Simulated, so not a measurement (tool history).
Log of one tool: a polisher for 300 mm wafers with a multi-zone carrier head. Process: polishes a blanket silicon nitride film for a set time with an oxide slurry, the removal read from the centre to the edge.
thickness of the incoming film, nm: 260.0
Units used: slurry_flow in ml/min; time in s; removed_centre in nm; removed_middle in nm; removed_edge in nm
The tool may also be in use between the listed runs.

run	hour	slurry_flow	centre_zone	middle_zone	edge_zone	slurry_solids	time	removed_centre	removed_middle	removed_edge
1	0.0	250	1.00	1.00	1.00	1.00	30	20.111	22.735	22.763
2	5.6	250	1.00	1.00	1.00	1.00	36	23.865	27.302	26.447
3	11.4	260	1.03	0.98	0.98	1.00	36	24.926	26.694	26.556
4	14.9	260	0.97	0.98	0.98	1.00	36	23.731	27.470	26.682
5	19.9	260	0.97	0.98	0.98	0.80	36	20.455	23.629	23.554
6	21.2	270	1.01	0.97	0.97	0.80	36	21.517	23.329	22.884
7	25.1	270	1.01	0.97	0.97	0.80	36	21.231	22.996	23.059
8	26.8	270	1.01	0.97	0.97	0.80	36	21.382	22.673	23.080

Estimate the outcome of run 9 from the log above:
9	28.0	275	1.04	0.98	0.97	0.85	36	?	?	?

For run 9 the tool returned removed_centre 23.131 nm, removed_middle 23.924 nm, removed_edge 24.092 nm.
